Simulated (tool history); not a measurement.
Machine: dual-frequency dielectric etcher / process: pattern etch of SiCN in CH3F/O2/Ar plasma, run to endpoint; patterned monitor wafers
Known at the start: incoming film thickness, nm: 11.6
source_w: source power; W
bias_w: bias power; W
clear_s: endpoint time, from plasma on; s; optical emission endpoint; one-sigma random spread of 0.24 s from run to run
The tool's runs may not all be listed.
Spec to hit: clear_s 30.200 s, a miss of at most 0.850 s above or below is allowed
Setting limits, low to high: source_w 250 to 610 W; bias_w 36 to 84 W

run  hour  source_w  bias_w  clear_s
  1   0.0       430      60   34.844
  2   2.0       430      55   35.576
  3   3.1       460      57   33.454
  4   6.9       460      62   33.087
  5  11.3       410      62   34.493
  6  15.5       410      52   36.437
  7  24.2       450      54   34.748
  8  33.0       480      55   33.398
  9  35.9       500      56   32.786
 10  39.0       520      57   32.242
 11  42.4       530      58   31.414
 12  44.7       540      58   31.662

Consider the 5 candidate settings below. Which is the only one whose results all fall within their allowed miss of target?
  A  47.0       500      60        ?
  B  47.0       570      51        ?
  C  47.0       550      64        ?
  D  47.0       510      56        ?
  E  47.0       460      55        ?

move  clear_s
   A   32.431
   B   32.296
   C   30.456
   D   32.896
   E   34.626
A: its largest miss is bigger than the last run's
B: its largest miss is bigger than the last run's
C: every result within its allowed miss
D: its largest miss is bigger than the last run's
E: its largest miss is bigger than the last run's
The move that meets every target is C.
